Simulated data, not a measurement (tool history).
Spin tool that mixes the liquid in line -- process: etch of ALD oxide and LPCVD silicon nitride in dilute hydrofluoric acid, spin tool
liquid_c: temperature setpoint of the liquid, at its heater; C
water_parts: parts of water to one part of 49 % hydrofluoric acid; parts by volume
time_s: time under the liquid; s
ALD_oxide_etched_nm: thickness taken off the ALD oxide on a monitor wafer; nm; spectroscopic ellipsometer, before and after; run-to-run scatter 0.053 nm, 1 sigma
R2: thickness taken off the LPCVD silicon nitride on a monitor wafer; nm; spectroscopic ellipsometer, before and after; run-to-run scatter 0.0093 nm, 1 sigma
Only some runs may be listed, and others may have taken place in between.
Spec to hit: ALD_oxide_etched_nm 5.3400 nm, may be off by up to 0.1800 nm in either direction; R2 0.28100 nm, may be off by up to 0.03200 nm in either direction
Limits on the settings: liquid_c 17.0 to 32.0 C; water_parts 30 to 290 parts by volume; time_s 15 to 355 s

Run 1, hour 0.0: liquid_c 24.0 C, water_parts 160 parts by volume, time_s 180 s. Result: ALD_oxide_etched_nm 13.8110 nm, R2 0.70989 nm.
Run 2, hour 7.6: liquid_c 26.5 C, water_parts 160 parts by volume, time_s 180 s. Result: ALD_oxide_etched_nm 14.8740 nm, R2 0.79107 nm.
Run 3, hour 14.1: liquid_c 26.5 C, water_parts 205 parts by volume, time_s 180 s. Result: ALD_oxide_etched_nm 11.1680 nm, R2 0.58584 nm.
Run 4, hour 17.8: liquid_c 26.5 C, water_parts 150 parts by volume, time_s 180 s. Result: ALD_oxide_etched_nm 15.9670 nm, R2 0.83601 nm.
Run 5, hour 20.3: liquid_c 26.5 C, water_parts 195 parts by volume, time_s 180 s. Result: ALD_oxide_etched_nm 11.7610 nm, R2 0.64592 nm.
Run 6, hour 24.3: liquid_c 26.5 C, water_parts 195 parts by volume, time_s 260 s. Result: ALD_oxide_etched_nm 16.8820 nm, R2 0.86017 nm.
Run 7, hour 26.6: liquid_c 25.5 C, water_parts 215 parts by volume, time_s 245 s. Result: ALD_oxide_etched_nm 13.7600 nm, R2 0.74827 nm.
Run 8, hour 35.3: liquid_c 23.5 C, water_parts 230 parts by volume, time_s 230 s. Result: ALD_oxide_etched_nm 10.9790 nm, R2 0.55021 nm.
Run 9, hour 37.5: liquid_c 23.5 C, water_parts 245 parts by volume, time_s 215 s. Result: ALD_oxide_etched_nm 9.5069 nm, R2 0.50246 nm.
Run 10, hour 41.0: liquid_c 22.5 C, water_parts 255 parts by volume, time_s 205 s. Result: ALD_oxide_etched_nm 8.1818 nm, R2 0.44009 nm.
Run 11, hour 44.9: liquid_c 21.5 C, water_parts 265 parts by volume, time_s 200 s. Result: ALD_oxide_etched_nm 7.4070 nm, R2 0.36923 nm.
Run 12, hour 46.7: liquid_c 21.5 C, water_parts 270 parts by volume, time_s 190 s. Result: ALD_oxide_etched_nm 6.9136 nm, R2 0.35276 nm.
Run 13, hour 48.1: liquid_c 21.5 C, water_parts 275 parts by volume, time_s 185 s. Result: ALD_oxide_etched_nm 6.5121 nm, R2 0.33810 nm.
Run 14, hour 56.7: liquid_c 21.5 C, water_parts 275 parts by volume, time_s 185 s. Result: ALD_oxide_etched_nm 6.4648 nm, R2 0.33631 nm.
Run 15, hour 59.3: liquid_c 20.0 C, water_parts 290 parts by volume, time_s 180 s. Result: ALD_oxide_etched_nm 5.7664 nm, R2 0.27603 nm.
Run 16, hour 68.3: liquid_c 20.5 C, water_parts 290 parts by volume, time_s 175 s. Result: ALD_oxide_etched_nm 5.6374 nm, R2 0.28966 nm.

Which of these 5 next moves meets every target?
Run A, hour 77.3: liquid_c 17.0 C, water_parts 230 parts by volume, time_s 165 s. Result: ALD_oxide_etched_nm ?, R2 ?.
Run B, hour 77.3: liquid_c 19.5 C, water_parts 290 parts by volume, time_s 185 s. Result: ALD_oxide_etched_nm ?, R2 ?.
Run C, hour 77.3: liquid_c 20.0 C, water_parts 280 parts by volume, time_s 165 s. Result: ALD_oxide_etched_nm ?, R2 ?.
Run D, hour 77.3: liquid_c 18.5 C, water_parts 185 parts by volume, time_s 120 s. Result: ALD_oxide_etched_nm ?, R2 ?.
Run E, hour 77.3: liquid_c 17.0 C, water_parts 260 parts by volume, time_s 185 s. Result: ALD_oxide_etched_nm ?, R2 ?.

move  ALD_oxide_etched_nm       R2
   A               6.1285  0.27775
   B               5.6827  0.29365
   C               5.3955  0.27974
   D               6.1285  0.27526
   E               5.9208  0.27704
A: the biggest miss grows against the last run
B: the biggest miss grows against the last run
C: meets every target
D: the biggest miss grows against the last run
E: the biggest miss grows against the last run
The right move is C.
